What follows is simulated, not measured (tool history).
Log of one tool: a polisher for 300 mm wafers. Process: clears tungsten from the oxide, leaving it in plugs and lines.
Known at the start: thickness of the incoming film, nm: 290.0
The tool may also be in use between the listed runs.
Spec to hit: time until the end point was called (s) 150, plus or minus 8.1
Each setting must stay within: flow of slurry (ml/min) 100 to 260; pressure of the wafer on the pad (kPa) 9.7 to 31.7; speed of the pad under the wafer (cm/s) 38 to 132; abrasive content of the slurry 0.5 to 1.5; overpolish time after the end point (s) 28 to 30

run  hour  flow of slurry (ml/min)  pressure of the wafer on the pad (kPa)  speed of the pad under the wafer (cm/s)  abrasive content of the slurry  overpolish time after the end point (s)  time until the end point was called (s)
  1     0                      165                                    20.7                                       84                               1                                       28                                   100.75
  2   3.1                      165                                      20                                       84                               1                                       28                                   99.413
  3   5.9                      165                                    19.3                                       84                               1                                       28                                   107.15
  4  13.3                      190                                    19.3                                       84                               1                                       28                                   103.07
  5  15.5                      190                                    19.3                                       68                               1                                       28                                   124.93
  6  19.9                      190                                    23.4                                       68                               1                                       28                                   102.27
  7  22.6                      190                                    22.8                                       68                               1                                       28                                   105.21
  8  26.4                      190                                    22.1                                       68                               1                                       28                                   107.97

Exactly one of the 5 candidate moves below puts every result within its allowed miss. Which one?
  A  30.2                      185                                    17.9                                       58                            0.95                                       30                                        ?
  B  30.2                      140                                    24.1                                       58                            0.95                                       28                                        ?
  C  30.2                      180                                    25.5                                       82                            0.85                                       28                                        ?
  D  30.2                      200                                    24.8                                       94                            0.95                                       28                                        ?
  E  30.2                      225                                    16.5                                       54                             0.9                                       28                                        ?

move  time until the end point was called (s)
   A                                   151.91
   B                                   119.01
   C                                   86.816
   D                                   76.083
   E                                   171.28
A: meets every target
B: closer than the last run, but not yet in spec
C: misses by more than the last run did
D: misses by more than the last run did
E: moves the result that the last run missed by most past its target, out the other side
Answer: A
